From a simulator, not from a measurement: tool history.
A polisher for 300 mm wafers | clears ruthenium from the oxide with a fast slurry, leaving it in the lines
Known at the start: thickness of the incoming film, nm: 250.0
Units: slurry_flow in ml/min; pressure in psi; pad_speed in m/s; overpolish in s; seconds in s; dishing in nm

Run 1, hour 0.0: slurry_flow 225 ml/min, pressure 3.3 psi, pad_speed 1.22 m/s, slurry_solids 1.0, overpolish 16 s. Result: seconds 53.368 s, dishing 60.044 nm.
Run 2, hour 4.5: slurry_flow 230 ml/min, pressure 3.5 psi, pad_speed 1.22 m/s, slurry_solids 1.0, overpolish 15 s. Result: seconds 50.532 s, dishing 62.301 nm.
Run 3, hour 5.6: slurry_flow 230 ml/min, pressure 3.5 psi, pad_speed 1.40 m/s, slurry_solids 1.0, overpolish 15 s. Result: seconds 44.437 s, dishing 67.815 nm.
Run 4, hour 9.7: slurry_flow 230 ml/min, pressure 3.6 psi, pad_speed 1.40 m/s, slurry_solids 1.0, overpolish 13 s. Result: seconds 42.713 s, dishing 63.000 nm.
Run 5, hour 17.7: slurry_flow 230 ml/min, pressure 3.7 psi, pad_speed 1.40 m/s, slurry_solids 1.0, overpolish 12 s. Result: seconds 42.489 s, dishing 60.958 nm.
Run 6, hour 19.8: slurry_flow 235 ml/min, pressure 3.8 psi, pad_speed 1.40 m/s, slurry_solids 1.0, overpolish 11 s. Result: seconds 41.499 s, dishing 57.416 nm.
Run 7, hour 22.0: slurry_flow 235 ml/min, pressure 3.9 psi, pad_speed 1.40 m/s, slurry_solids 1.0, overpolish 10 s. Result: seconds 39.845 s, dishing 54.489 nm.
Run 8, hour 29.8: slurry_flow 235 ml/min, pressure 4.0 psi, pad_speed 1.40 m/s, slurry_solids 1.0, overpolish 10 s. Result: seconds 39.201 s, dishing 53.558 nm.
Run 9, hour 34.9: slurry_flow 235 ml/min, pressure 4.1 psi, pad_speed 1.40 m/s, slurry_solids 1.0, overpolish 10 s. Result: seconds 38.409 s, dishing 53.786 nm.
Run 10, hour 38.3: slurry_flow 235 ml/min, pressure 4.2 psi, pad_speed 1.40 m/s, slurry_solids 1.0, overpolish 10 s. Result: seconds 37.146 s, dishing 54.580 nm.
Run 11, hour 41.6: slurry_flow 235 ml/min, pressure 4.3 psi, pad_speed 1.40 m/s, slurry_solids 1.0, overpolish 10 s. Result: seconds 36.146 s, dishing 56.679 nm.

The next listed run, before its measurement:
Run 12, hour 44.9: slurry_flow 240 ml/min, pressure 4.4 psi, pad_speed 1.40 m/s, slurry_solids 1.0, overpolish 9 s. Result: seconds ?, dishing ?.

{"run 12": {"seconds": 35.352, "dishing": 53.331}}
